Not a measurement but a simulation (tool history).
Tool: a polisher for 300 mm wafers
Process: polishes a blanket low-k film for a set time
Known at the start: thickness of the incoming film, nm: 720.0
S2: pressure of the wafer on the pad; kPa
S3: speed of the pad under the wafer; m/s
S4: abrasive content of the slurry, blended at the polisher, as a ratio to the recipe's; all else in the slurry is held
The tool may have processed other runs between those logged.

Run 1, hour 0: flow of slurry (ml/min) 220, S2 11.7 kPa, S3 1.24 m/s, S4 1, polishing time (s) 106. Result: film removed (nm) 46.462.
Run 2, hour 4.2: flow of slurry (ml/min) 195, S2 11.7 kPa, S3 1.24 m/s, S4 1, polishing time (s) 106. Result: film removed (nm) 45.921.
Run 3, hour 8.3: flow of slurry (ml/min) 195, S2 13.1 kPa, S3 1.26 m/s, S4 1, polishing time (s) 106. Result: film removed (nm) 52.021.
Run 4, hour 14.6: flow of slurry (ml/min) 195, S2 15.2 kPa, S3 1.26 m/s, S4 1, polishing time (s) 106. Result: film removed (nm) 60.528.
Run 5, hour 15.6: flow of slurry (ml/min) 195, S2 15.9 kPa, S3 1.26 m/s, S4 1, polishing time (s) 106. Result: film removed (nm) 61.792.
Run 6, hour 20.7: flow of slurry (ml/min) 195, S2 16.5 kPa, S3 1.26 m/s, S4 1, polishing time (s) 106. Result: film removed (nm) 65.887.

Expected results for the next run?
Run 7, hour 22.2: flow of slurry (ml/min) 195, S2 17.2 kPa, S3 1.26 m/s, S4 1, polishing time (s) 106. Result: film removed (nm) ?.

film removed (nm): 67.796

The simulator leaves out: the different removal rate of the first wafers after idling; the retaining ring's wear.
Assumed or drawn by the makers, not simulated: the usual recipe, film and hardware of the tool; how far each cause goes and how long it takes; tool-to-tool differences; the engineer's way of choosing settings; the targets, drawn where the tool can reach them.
